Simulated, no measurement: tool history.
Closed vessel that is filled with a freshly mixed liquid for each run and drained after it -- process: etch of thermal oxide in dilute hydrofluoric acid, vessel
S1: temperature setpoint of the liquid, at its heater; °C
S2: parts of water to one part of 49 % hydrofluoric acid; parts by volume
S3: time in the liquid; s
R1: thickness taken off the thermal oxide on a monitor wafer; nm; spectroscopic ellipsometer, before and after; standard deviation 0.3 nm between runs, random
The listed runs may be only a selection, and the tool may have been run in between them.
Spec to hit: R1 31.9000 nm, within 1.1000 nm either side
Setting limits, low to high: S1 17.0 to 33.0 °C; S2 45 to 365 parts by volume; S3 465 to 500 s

run,hour,S1,S2,S3,R1
1,0.0,25.0,205,465,8.6309
2,7.9,26.5,165,470,11.9350
3,16.9,25.0,165,470,11.2650
4,22.7,26.5,135,475,15.4240
# hour 30.7: thermometer replaced
5,30.7,24.5,135,475,14.9000
6,32.6,24.5,135,500,15.5840
7,39.0,28.5,55,500,50.4070
8,48.3,27.0,55,500,47.4230
9,49.5,23.0,65,500,33.8750

Which single option among these 4 for the next run brings every result within its allowed miss of target? Just one does.
A,50.7,22.5,70,480,?
B,50.7,17.5,60,500,?
C,50.7,22.0,60,495,?
D,50.7,23.0,65,480,?

move,R1
A,29.0220
B,28.9230
C,34.6320
D,32.1030
A: the result that was furthest off in the last run now lies on the other side of its target
B: the result that was furthest off in the last run now lies on the other side of its target
C: further off than the last run
D: hits every target within its allowed miss
Move D is the one to make.
